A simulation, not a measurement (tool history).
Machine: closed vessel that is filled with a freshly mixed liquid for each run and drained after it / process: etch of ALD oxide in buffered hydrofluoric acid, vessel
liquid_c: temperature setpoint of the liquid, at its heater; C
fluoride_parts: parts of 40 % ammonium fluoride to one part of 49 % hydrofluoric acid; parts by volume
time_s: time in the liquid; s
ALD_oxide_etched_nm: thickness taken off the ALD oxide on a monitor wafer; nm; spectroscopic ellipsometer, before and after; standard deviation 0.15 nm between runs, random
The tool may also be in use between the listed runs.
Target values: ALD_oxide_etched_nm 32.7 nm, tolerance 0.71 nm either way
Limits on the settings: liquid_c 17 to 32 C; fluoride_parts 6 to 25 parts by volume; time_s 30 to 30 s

run 1 hour=0 | liquid_c=24 fluoride_parts=15.5 time_s=30 | ALD_oxide_etched_nm=44.506
run 2 hour=8.4 | liquid_c=24 fluoride_parts=15.5 time_s=30 | ALD_oxide_etched_nm=44.52
run 3 hour=13.2 | liquid_c=25.5 fluoride_parts=15.5 time_s=30 | ALD_oxide_etched_nm=48.427
run 4 hour=20.7 | liquid_c=25.5 fluoride_parts=19.5 time_s=30 | ALD_oxide_etched_nm=39.137
run 5 hour=22.8 | liquid_c=24.5 fluoride_parts=19.5 time_s=30 | ALD_oxide_etched_nm=36.987
run 6 hour=26 | liquid_c=24 fluoride_parts=19.5 time_s=30 | ALD_oxide_etched_nm=35.741
run 7 hour=29.3 | liquid_c=24 fluoride_parts=19.5 time_s=30 | ALD_oxide_etched_nm=35.987
run 8 hour=30.1 | liquid_c=23.5 fluoride_parts=19.5 time_s=30 | ALD_oxide_etched_nm=34.858
run 9 hour=38.2 | liquid_c=23 fluoride_parts=19.5 time_s=30 | ALD_oxide_etched_nm=34.203

Exercise: of the 4 proposed moves below, exactly one satisfies all targets within the stated allowed misses. Which move is it?
run A hour=46.3 | liquid_c=23 fluoride_parts=20.5 time_s=30 | ALD_oxide_etched_nm=?
run B hour=46.3 | liquid_c=23 fluoride_parts=19 time_s=30 | ALD_oxide_etched_nm=?
run C hour=46.3 | liquid_c=22 fluoride_parts=20 time_s=30 | ALD_oxide_etched_nm=?
run D hour=46.3 | liquid_c=22.5 fluoride_parts=18.5 time_s=30 | ALD_oxide_etched_nm=?

move=A ALD_oxide_etched_nm=32.633
move=B ALD_oxide_etched_nm=34.916
move=C ALD_oxide_etched_nm=31.408
move=D ALD_oxide_etched_nm=34.872
A: every result lands within tolerance
B: moves away from the targets compared with the last run
C: the result that was furthest off in the last run now lies on the other side of its target
D: moves away from the targets compared with the last run
The right move is A.
